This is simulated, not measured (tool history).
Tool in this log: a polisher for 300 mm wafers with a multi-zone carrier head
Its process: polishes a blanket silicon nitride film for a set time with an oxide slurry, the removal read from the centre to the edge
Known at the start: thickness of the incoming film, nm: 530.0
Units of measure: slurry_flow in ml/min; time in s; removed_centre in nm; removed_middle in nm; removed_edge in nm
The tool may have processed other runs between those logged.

run,day,slurry_flow,centre_zone,middle_zone,edge_zone,slurry_solids,time,removed_centre,removed_middle,removed_edge
1,0.000,195,1.00,1.00,1.00,1.00,77,36.404,36.209,37.363
2,0.092,195,0.96,1.00,1.00,1.00,77,35.381,36.008,36.077
3,0.446,205,0.96,0.98,0.98,0.95,75,33.502,33.393,34.993
4,0.733,200,0.98,0.99,0.96,0.90,73,32.390,31.917,32.340
5,1.017,200,0.98,0.99,0.96,0.70,73,28.264,28.290,29.012
6,1.346,200,0.98,0.93,0.96,0.70,73,27.982,26.490,29.030
7,1.417,200,0.99,0.93,0.94,0.70,72,28.038,26.328,27.626

Forecast run 8:
8,1.658,195,0.99,0.92,0.93,0.70,72,?,?,?

removed_centre: 27.656 nm
removed_middle: 26.437 nm
removed_edge: 27.714 nm
